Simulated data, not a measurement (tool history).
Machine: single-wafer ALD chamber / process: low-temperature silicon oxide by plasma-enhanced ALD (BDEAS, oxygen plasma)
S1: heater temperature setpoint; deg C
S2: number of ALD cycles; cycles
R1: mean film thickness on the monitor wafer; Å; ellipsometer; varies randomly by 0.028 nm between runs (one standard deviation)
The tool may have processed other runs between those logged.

run	hour	S1	S2	R1
1	0	110	70	95.249
2	6.9	112	69	93.5
3	14.1	103	69	94.709
4	19.3	104	68	93.039
5	21.6	105	67	92.039
6	24.5	98	67	93.068

Run 7, settings as shown, results not yet in. Your forecast:
7	31.4	98	67	?

{"run 7": {"R1": 92.72}}
